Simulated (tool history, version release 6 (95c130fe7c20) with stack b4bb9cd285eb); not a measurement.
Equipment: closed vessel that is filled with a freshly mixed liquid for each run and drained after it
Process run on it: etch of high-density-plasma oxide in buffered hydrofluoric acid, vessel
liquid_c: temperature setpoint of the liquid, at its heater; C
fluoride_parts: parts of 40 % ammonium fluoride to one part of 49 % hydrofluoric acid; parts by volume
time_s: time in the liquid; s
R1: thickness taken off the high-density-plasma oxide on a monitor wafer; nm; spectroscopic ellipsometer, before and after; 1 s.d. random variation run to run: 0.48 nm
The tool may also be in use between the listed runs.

run 1 day=0 | liquid_c=20 fluoride_parts=10 time_s=85 | R1=95.637
run 2 day=0.338 | liquid_c=20 fluoride_parts=10 time_s=95 | R1=106.42
run 3 day=0.671 | liquid_c=20 fluoride_parts=12.5 time_s=95 | R1=85.556
run 4 day=0.979 | liquid_c=23 fluoride_parts=12.5 time_s=95 | R1=100.82
run 5 day=1.258 | liquid_c=22 fluoride_parts=13 time_s=95 | R1=92.611
run 6 day=1.425 | liquid_c=21 fluoride_parts=13.5 time_s=95 | R1=85.012
run 7 day=1.475 | liquid_c=20.5 fluoride_parts=14 time_s=95 | R1=79.781
-- day=1.612 thermometer replaced
run 8 day=1.612 | liquid_c=20 fluoride_parts=14.5 time_s=95 | R1=67.559
run 9 day=1.929 | liquid_c=19.5 fluoride_parts=14.5 time_s=95 | R1=67.079
run 10 day=2.242 | liquid_c=19 fluoride_parts=14.5 time_s=95 | R1=65.274

What does the tool deliver on the next run?
run 11 day=2.375 | liquid_c=18.5 fluoride_parts=14.5 time_s=95 | R1=?

{"run 11": {"R1": 63.385}}

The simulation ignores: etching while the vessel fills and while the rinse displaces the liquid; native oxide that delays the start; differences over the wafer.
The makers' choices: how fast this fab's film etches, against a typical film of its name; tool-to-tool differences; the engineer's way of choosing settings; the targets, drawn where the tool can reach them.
